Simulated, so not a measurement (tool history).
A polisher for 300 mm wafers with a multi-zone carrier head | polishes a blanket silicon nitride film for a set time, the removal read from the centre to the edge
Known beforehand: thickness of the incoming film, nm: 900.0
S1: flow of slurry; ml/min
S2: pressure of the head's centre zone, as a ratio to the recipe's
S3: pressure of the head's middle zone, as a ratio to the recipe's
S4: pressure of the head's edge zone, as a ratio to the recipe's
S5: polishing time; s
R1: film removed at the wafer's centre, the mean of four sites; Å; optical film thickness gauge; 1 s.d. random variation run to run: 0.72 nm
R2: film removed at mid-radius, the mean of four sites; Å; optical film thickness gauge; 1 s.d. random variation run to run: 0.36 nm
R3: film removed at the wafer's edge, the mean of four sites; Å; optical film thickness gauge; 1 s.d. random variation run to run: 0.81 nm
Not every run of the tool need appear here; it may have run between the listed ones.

run	hour	S1	S2	S3	S4	S5	R1	R2	R3
1	0.0	185	1.00	1.00	1.00	84	1117.30	1183.90	1145.40
2	1.7	185	1.00	0.94	1.00	84	1159.20	1108.00	1154.40
3	3.3	185	1.00	0.90	1.00	84	1137.30	1073.50	1134.30
4	5.5	175	1.00	0.88	1.00	74	1007.60	920.16	1017.00
5	6.4	165	1.00	0.86	0.97	66	888.06	802.17	897.73
6	14.4	200	1.00	0.86	0.97	66	908.51	821.50	901.84
7	16.6	190	1.00	0.85	0.95	61	854.35	744.51	841.64
8	20.9	190	1.00	0.85	0.95	61	830.63	744.27	823.05
9	22.1	140	1.02	0.81	0.93	42	542.10	465.79	545.16
10	23.4	160	1.02	0.81	0.94	42	570.46	480.64	553.89
11	24.8	180	1.01	0.81	0.96	42	571.33	490.46	570.15
12	27.8	200	1.01	0.81	0.96	43	600.29	509.33	597.23

Run 13, settings as shown, results not yet in. Your forecast:
13	30.0	215	1.01	0.81	0.96	43	?	?	?

Run 13 measured R1 622.91 Å, R2 516.47 Å, R3 582.16 Å.

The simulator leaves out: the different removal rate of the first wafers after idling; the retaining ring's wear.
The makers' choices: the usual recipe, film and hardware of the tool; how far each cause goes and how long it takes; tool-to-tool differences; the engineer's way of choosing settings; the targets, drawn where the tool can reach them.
